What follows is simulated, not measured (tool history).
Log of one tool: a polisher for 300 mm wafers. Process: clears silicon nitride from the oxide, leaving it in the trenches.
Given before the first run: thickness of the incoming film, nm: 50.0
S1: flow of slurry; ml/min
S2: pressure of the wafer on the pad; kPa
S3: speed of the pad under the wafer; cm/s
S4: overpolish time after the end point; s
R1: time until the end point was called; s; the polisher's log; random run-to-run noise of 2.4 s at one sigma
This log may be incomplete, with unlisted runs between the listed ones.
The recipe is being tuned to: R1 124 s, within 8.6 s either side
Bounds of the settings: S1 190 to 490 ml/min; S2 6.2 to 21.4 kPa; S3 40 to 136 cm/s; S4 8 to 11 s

| run | hour | S1 | S2 | S3 | S4 | R1 |
|---|---|---|---|---|---|---|
| 1 | 0 | 315 | 13.8 | 88 | 11 | 81.882 |
| 2 | 9 | 355 | 13.8 | 88 | 11 | 79.178 |
| 3 | 15.5 | 425 | 13.8 | 88 | 11 | 78.183 |
| 4 | 22.8 | 425 | 13.8 | 104 | 11 | 69.269 |
| 5 | 29.8 | 370 | 13.8 | 104 | 11 | 68.166 |
| 6 | 32.2 | 370 | 13.8 | 104 | 8 | 68.812 |
| 7 | 35.4 | 370 | 12.4 | 102 | 8 | 75.819 |
| 8 | 40.2 | 370 | 11 | 98 | 8 | 82.736 |
| 9 | 42.8 | 370 | 10.3 | 94 | 8 | 89.02 |
| 10 | 47.8 | 370 | 9.7 | 90 | 8 | 98.862 |

Pick the move, out of 5, that brings all results within their allowed miss; only one does.
| A | 52.8 | 320 | 9 | 60 | 8 | ? |
| B | 52.8 | 400 | 8.3 | 64 | 9 | ? |
| C | 52.8 | 365 | 11 | 116 | 11 | ? |
| D | 52.8 | 325 | 7.6 | 100 | 9 | ? |
| E | 52.8 | 355 | 9 | 72 | 11 | ? |

| move | R1 |
|---|---|
| A | 149.45 |
| B | 143.41 |
| C | 70.088 |
| D | 98.614 |
| E | 124.32 |
A: takes the biggest miss from the last run beyond its target
B: takes the biggest miss from the last run beyond its target
C: its largest miss is bigger than the last run's
D: roughly where the last run was
E: all results land within tolerance of their targets
The move that meets every target is E.

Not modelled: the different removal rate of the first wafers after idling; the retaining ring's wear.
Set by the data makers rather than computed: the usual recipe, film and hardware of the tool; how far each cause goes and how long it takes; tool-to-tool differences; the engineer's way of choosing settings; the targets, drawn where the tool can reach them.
